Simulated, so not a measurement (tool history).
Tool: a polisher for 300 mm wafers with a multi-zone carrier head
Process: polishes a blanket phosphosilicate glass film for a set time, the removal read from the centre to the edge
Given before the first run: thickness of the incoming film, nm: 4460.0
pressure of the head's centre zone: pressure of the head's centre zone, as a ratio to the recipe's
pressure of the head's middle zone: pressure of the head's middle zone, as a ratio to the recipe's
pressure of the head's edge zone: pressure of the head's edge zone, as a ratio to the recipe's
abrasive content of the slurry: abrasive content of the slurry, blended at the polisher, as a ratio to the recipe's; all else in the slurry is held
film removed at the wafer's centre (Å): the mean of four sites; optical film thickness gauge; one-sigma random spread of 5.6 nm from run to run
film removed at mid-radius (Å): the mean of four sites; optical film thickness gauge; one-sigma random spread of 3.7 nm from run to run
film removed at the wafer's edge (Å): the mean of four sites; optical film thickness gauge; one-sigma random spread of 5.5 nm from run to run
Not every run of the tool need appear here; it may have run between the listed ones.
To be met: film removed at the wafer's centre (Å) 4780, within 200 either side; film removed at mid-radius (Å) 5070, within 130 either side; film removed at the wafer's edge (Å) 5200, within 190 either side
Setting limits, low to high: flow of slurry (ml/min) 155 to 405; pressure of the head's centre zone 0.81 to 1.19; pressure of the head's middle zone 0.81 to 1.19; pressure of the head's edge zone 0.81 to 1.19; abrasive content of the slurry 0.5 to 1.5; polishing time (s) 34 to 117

run    day  flow of slurry (ml/min)  pressure of the head's centre zone  pressure of the head's middle zone  pressure of the head's edge zone  abrasive content of the slurry  polishing time (s)  film removed at the wafer's centre (Å)  film removed at mid-radius (Å)  film removed at the wafer's edge (Å)
  1      0                      260                                   1                                   1                                 1                               1                  75                                  9110.3                          8888.6                                8960.7
  2  0.221                      255                                0.97                                0.98                              0.98                             0.9                  72                                  8125.7                          8073.7                                  8049
  3  0.475                      250                                0.94                                0.96                              0.97                            0.85                  70                                  7413.7                            7572                                7811.1
  4  0.796                      285                                0.94                                0.96                              0.97                            0.85                  70                                  7451.8                          7632.6                                7708.1
  5  0.912                      285                                0.94                                0.96                              0.97                            0.85                  58                                  6239.9                          6260.5                                6398.4
  6  1.183                      285                                0.93                                0.95                              0.96                             0.8                  58                                  5905.1                          6140.6                                6211.5
  7  1.288                      245                                 0.9                                0.85                              0.86                            0.55                  57                                  4830.5                          4735.3                                4981.1
  8  1.612                      250                                 0.9                                0.86                              0.87                            0.55                  57                                    4828                          4766.2                                5139.7
  9  1.979                      255                                 0.9                                0.87                              0.87                            0.55                  57                                  4960.3                          4814.7                                5137.2
 10  2.062                      255                                0.89                                0.88                              0.87                            0.55                  57                                  4862.6                          4841.1                                5204.1

Below are 4 possible settings for the next run. Only one of them brings all results inside the allowed miss of their targets. Which is it?
  A  2.146                      265                                0.84                                0.88                              0.85                            0.85                  50                                       ?                               ?                                     ?
  B  2.146                      265                                0.93                                0.81                              0.99                             0.5                  57                                       ?                               ?                                     ?
  C  2.146                      240                                0.85                                0.84                              0.94                            0.55                  58                                       ?                               ?                                     ?
  D  2.146                      345                                0.84                                0.81                              0.95                            0.55                  55                                       ?                               ?                                     ?

move  film removed at the wafer's centre (Å)  film removed at mid-radius (Å)  film removed at the wafer's edge (Å)
   A                                    4674                          5080.2                                5226.7
   B                                  4808.1                          4420.3                                5221.7
   C                                  4583.7                          4750.7                                5331.4
   D                                  4485.6                          4551.8                                5232.9
A: meets every target
B: the biggest miss grows against the last run
C: the biggest miss grows against the last run
D: the biggest miss grows against the last run
A meets every target.
